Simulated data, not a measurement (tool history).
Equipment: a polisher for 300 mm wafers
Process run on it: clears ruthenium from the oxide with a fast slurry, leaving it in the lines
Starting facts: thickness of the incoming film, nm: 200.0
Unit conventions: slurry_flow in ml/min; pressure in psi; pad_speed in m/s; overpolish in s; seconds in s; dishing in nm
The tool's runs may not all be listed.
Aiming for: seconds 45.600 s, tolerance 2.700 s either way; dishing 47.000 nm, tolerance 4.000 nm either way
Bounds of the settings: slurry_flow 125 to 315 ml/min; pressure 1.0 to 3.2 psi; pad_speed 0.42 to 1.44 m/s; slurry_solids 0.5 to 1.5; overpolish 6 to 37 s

run    day  slurry_flow  pressure  pad_speed  slurry_solids  overpolish  seconds  dishing
  1  0.000          205       2.1       0.92            1.0          19   72.171   31.340
  2  0.150          205       2.4       0.92            1.0          19   63.579   34.726
  3  0.388          205       2.6       0.92            1.0          19   61.447   37.117
  4  0.612          230       2.6       0.92            1.0          19   58.365   36.255
  5  0.879          270       2.6       0.92            1.0          19   59.629   35.860
  6  0.992          270       2.7       0.94            1.0          20   55.351   38.254
  7  1.138          270       2.8       0.94            1.0          21   53.403   40.402
  8  1.296          270       2.9       0.94            1.0          21   50.576   41.298
  9  1.558          270       3.0       0.94            1.0          22   49.465   43.114

Pick the move, out of 5, that brings all results within their allowed miss; only one does.
  A  1.821          290       3.2       0.88            0.9          24        ?        ?
  B  1.821          250       2.7       1.02            1.3          27        ?        ?
  C  1.821          280       3.2       1.10            0.7          20        ?        ?
  D  1.821          315       3.2       0.88            0.8          25        ?        ?
  E  1.821          270       2.7       0.98            1.0          22        ?        ?

move  seconds  dishing
   A   50.886   44.194
   B   45.920   48.006
   C   52.070   40.203
   D   54.375   43.718
   E   53.164   41.688
A: further off than the last run
B: in spec on every target
C: further off than the last run
D: further off than the last run
E: further off than the last run
B meets every target.

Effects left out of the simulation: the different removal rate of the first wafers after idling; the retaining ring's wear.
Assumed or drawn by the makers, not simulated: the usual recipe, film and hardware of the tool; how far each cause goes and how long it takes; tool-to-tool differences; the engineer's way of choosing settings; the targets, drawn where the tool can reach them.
